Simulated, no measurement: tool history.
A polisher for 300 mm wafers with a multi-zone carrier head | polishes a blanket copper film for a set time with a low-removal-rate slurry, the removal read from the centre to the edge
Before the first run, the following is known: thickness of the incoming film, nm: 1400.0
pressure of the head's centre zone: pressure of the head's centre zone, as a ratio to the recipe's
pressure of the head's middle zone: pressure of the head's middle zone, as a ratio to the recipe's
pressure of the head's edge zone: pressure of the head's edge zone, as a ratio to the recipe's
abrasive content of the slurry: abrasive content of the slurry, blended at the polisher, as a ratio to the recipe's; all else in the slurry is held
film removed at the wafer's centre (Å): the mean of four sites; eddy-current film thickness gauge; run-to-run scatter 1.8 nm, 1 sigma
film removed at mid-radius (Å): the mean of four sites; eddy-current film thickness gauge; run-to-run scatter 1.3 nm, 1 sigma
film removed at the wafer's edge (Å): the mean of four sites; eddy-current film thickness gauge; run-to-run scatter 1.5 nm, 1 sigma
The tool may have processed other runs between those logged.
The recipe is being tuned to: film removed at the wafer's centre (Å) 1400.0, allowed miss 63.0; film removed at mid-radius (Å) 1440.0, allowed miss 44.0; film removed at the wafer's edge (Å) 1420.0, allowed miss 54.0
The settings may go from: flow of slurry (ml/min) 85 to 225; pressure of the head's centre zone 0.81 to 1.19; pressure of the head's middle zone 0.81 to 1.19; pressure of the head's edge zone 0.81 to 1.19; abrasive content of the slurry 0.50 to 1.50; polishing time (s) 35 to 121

run,hour,flow of slurry (ml/min),pressure of the head's centre zone,pressure of the head's middle zone,pressure of the head's edge zone,abrasive content of the slurry,polishing time (s),film removed at the wafer's centre (Å),film removed at mid-radius (Å),film removed at the wafer's edge (Å)
1,0.0,145,1.00,1.00,1.00,1.00,78,2621.1,2584.4,2585.9
2,6.1,145,1.00,1.00,1.00,1.00,60,1987.7,1986.8,2014.5
3,8.8,165,1.00,1.00,1.00,1.00,60,2062.9,2024.6,2004.2
4,10.8,165,1.00,1.08,1.00,1.00,60,2092.6,2148.7,2024.1
5,14.7,165,1.00,1.08,1.00,0.90,60,1927.5,2080.5,1953.7
6,17.0,165,1.00,1.08,1.00,0.90,53,1708.4,1860.2,1717.7
7,19.7,160,1.00,1.05,0.98,0.85,53,1729.3,1764.5,1662.5
8,25.9,155,0.98,1.04,0.97,0.85,53,1646.0,1736.8,1664.0
9,31.2,150,0.97,1.03,0.95,0.85,53,1628.3,1751.7,1683.7
10,37.2,150,0.97,1.02,0.95,0.80,53,1614.1,1691.6,1632.4
11,44.5,145,0.97,1.01,0.94,0.75,53,1585.4,1638.2,1607.4
12,48.3,145,0.97,1.01,0.93,0.70,53,1559.5,1633.6,1520.9
13,52.4,140,0.96,1.00,0.93,0.70,53,1548.8,1592.0,1521.4
14,55.6,135,0.95,0.99,0.93,0.70,53,1508.6,1593.9,1510.6
15,62.6,100,0.95,0.90,0.90,0.60,53,1373.4,1315.9,1403.8
16,64.2,105,0.95,0.91,0.90,0.60,53,1431.2,1347.1,1397.9
17,71.1,105,0.94,0.92,0.90,0.60,53,1381.9,1358.1,1402.2

Of the 4 settings listed for the next run, only one would bring every result within its allowed miss of target. Which one?
A,78.0,85,0.94,0.83,0.95,0.70,51,?,?,?
B,78.0,125,0.83,1.01,0.92,0.55,55,?,?,?
C,78.0,105,0.94,0.93,0.90,0.55,53,?,?,?
D,78.0,95,0.95,0.96,0.87,0.60,55,?,?,?

move,film removed at the wafer's centre (Å),film removed at mid-radius (Å),film removed at the wafer's edge (Å)
A,1300.4,1224.6,1439.9
B,1267.0,1538.2,1483.4
C,1309.6,1347.5,1392.0
D,1382.2,1450.9,1444.3
A: its largest miss is bigger than the last run's
B: takes the biggest miss from the last run beyond its target
C: its largest miss is bigger than the last run's
D: hits every target within its allowed miss
D meets every target.

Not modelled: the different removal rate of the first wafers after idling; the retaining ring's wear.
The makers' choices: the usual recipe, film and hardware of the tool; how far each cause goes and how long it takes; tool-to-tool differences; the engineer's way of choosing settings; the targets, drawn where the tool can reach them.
